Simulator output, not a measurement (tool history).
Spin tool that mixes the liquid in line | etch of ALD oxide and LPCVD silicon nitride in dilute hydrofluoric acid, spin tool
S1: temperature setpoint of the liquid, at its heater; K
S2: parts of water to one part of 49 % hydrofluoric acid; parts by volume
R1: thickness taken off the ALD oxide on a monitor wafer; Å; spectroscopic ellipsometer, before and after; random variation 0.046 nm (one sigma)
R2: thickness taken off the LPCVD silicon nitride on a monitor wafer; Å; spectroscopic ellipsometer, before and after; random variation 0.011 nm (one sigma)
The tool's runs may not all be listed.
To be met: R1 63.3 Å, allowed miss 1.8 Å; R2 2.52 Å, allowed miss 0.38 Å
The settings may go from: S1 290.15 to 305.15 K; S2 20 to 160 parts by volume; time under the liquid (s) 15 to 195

Run 1, hour 0: S1 297.15 K, S2 90 parts by volume, time under the liquid (s) 100. Result: R1 141.43 Å, R2 6.3248 Å.
Run 2, hour 1.9: S1 297.15 K, S2 120 parts by volume, time under the liquid (s) 100. Result: R1 100.44 Å, R2 4.5144 Å.
Run 3, hour 6.8: S1 297.15 K, S2 120 parts by volume, time under the liquid (s) 130. Result: R1 132.76 Å, R2 5.5651 Å.
Run 4, hour 9.8: S1 297.15 K, S2 145 parts by volume, time under the liquid (s) 130. Result: R1 106.56 Å, R2 5.1913 Å.
Run 5, hour 16.5: S1 300.15 K, S2 145 parts by volume, time under the liquid (s) 130. Result: R1 118.8 Å, R2 6.1306 Å.
Run 6, hour 22.9: S1 299.15 K, S2 145 parts by volume, time under the liquid (s) 130. Result: R1 114.44 Å, R2 5.2378 Å.
Run 7, hour 26.9: S1 298.15 K, S2 145 parts by volume, time under the liquid (s) 130. Result: R1 110.93 Å, R2 5.2455 Å.
Run 8, hour 35.3: S1 297.15 K, S2 145 parts by volume, time under the liquid (s) 130. Result: R1 106.85 Å, R2 4.55 Å.

Which of these 5 next moves meets every target?
Run A, hour 43.7: S1 295.15 K, S2 160 parts by volume, time under the liquid (s) 70. Result: R1 ?, R2 ?.
Run B, hour 43.7: S1 305.15 K, S2 145 parts by volume, time under the liquid (s) 40. Result: R1 ?, R2 ?.
Run C, hour 43.7: S1 303.15 K, S2 110 parts by volume, time under the liquid (s) 160. Result: R1 ?, R2 ?.
Run D, hour 43.7: S1 291.15 K, S2 160 parts by volume, time under the liquid (s) 95. Result: R1 ?, R2 ?.
Run E, hour 43.7: S1 292.15 K, S2 160 parts by volume, time under the liquid (s) 105. Result: R1 ?, R2 ?.

move      R1      R2
   A  47.818   2.096
   B   44.47  2.4769
   C  228.91  11.599
   D    55.4  2.1797
   E   63.74  2.5772
A: takes the result that was furthest off past its target
B: takes the result that was furthest off past its target
C: further off than the last run
D: takes the result that was furthest off past its target
E: meets every target
Move E is the one to make.
